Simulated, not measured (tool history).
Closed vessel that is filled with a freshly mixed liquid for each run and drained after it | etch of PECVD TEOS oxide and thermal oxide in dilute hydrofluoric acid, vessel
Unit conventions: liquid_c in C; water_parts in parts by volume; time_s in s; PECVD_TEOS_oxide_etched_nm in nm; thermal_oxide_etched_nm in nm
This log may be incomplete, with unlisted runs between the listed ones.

run 1 day=0.000 | liquid_c=26.0 water_parts=170 time_s=250 | PECVD_TEOS_oxide_etched_nm=30.404 thermal_oxide_etched_nm=6.9518
run 2 day=0.254 | liquid_c=26.0 water_parts=195 time_s=250 | PECVD_TEOS_oxide_etched_nm=25.947 thermal_oxide_etched_nm=5.9283
run 3 day=0.596 | liquid_c=27.5 water_parts=170 time_s=250 | PECVD_TEOS_oxide_etched_nm=32.596 thermal_oxide_etched_nm=7.3843
run 4 day=0.683 | liquid_c=28.5 water_parts=150 time_s=250 | PECVD_TEOS_oxide_etched_nm=39.074 thermal_oxide_etched_nm=8.8625
run 5 day=0.917 | liquid_c=28.5 water_parts=150 time_s=315 | PECVD_TEOS_oxide_etched_nm=49.230 thermal_oxide_etched_nm=11.2060
run 6 day=0.983 | liquid_c=28.5 water_parts=120 time_s=315 | PECVD_TEOS_oxide_etched_nm=63.970 thermal_oxide_etched_nm=14.4280
run 7 day=1.100 | liquid_c=29.5 water_parts=120 time_s=315 | PECVD_TEOS_oxide_etched_nm=66.467 thermal_oxide_etched_nm=15.0830
run 8 day=1.400 | liquid_c=30.5 water_parts=120 time_s=315 | PECVD_TEOS_oxide_etched_nm=68.949 thermal_oxide_etched_nm=15.2890

Run 9 has not been measured yet. What should we expect?
run 9 day=1.704 | liquid_c=30.5 water_parts=115 time_s=315 | PECVD_TEOS_oxide_etched_nm=? thermal_oxide_etched_nm=?

Run 9 produced PECVD_TEOS_oxide_etched_nm 71.580 nm, thermal_oxide_etched_nm 16.2350 nm.
